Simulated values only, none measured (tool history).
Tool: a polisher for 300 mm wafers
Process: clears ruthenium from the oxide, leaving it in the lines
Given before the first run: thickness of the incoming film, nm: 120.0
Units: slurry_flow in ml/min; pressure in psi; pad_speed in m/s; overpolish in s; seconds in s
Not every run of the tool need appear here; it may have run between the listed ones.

Run 1, hour 0: slurry_flow 180 ml/min, pressure 1.9 psi, pad_speed 0.82 m/s, overpolish 6 s. Result: seconds 130.3 s.
Run 2, hour 8.6: slurry_flow 180 ml/min, pressure 1.9 psi, pad_speed 1 m/s, overpolish 6 s. Result: seconds 110.86 s.
Run 3, hour 12.1: slurry_flow 145 ml/min, pressure 1.9 psi, pad_speed 1 m/s, overpolish 6 s. Result: seconds 114.94 s.
Run 4, hour 16: slurry_flow 145 ml/min, pressure 1.9 psi, pad_speed 1 m/s, overpolish 6 s. Result: seconds 120.79 s.
Run 5, hour 19: slurry_flow 135 ml/min, pressure 1.6 psi, pad_speed 0.9 m/s, overpolish 6 s. Result: seconds 148.02 s.
At hour 26.6: slurry nozzle cleaned.
Run 6, hour 26.6: slurry_flow 135 ml/min, pressure 2 psi, pad_speed 0.9 m/s, overpolish 6 s. Result: seconds 117.26 s.
Run 7, hour 30.3: slurry_flow 125 ml/min, pressure 1.4 psi, pad_speed 0.68 m/s, overpolish 6 s. Result: seconds 191.72 s.
Run 8, hour 35.1: slurry_flow 120 ml/min, pressure 1.2 psi, pad_speed 0.6 m/s, overpolish 6 s. Result: seconds 250.61 s.

Run 9 has not been measured yet. What should we expect?
Run 9, hour 42: slurry_flow 120 ml/min, pressure 1.1 psi, pad_speed 0.6 m/s, overpolish 6 s. Result: seconds ?.

seconds: 253.62 s

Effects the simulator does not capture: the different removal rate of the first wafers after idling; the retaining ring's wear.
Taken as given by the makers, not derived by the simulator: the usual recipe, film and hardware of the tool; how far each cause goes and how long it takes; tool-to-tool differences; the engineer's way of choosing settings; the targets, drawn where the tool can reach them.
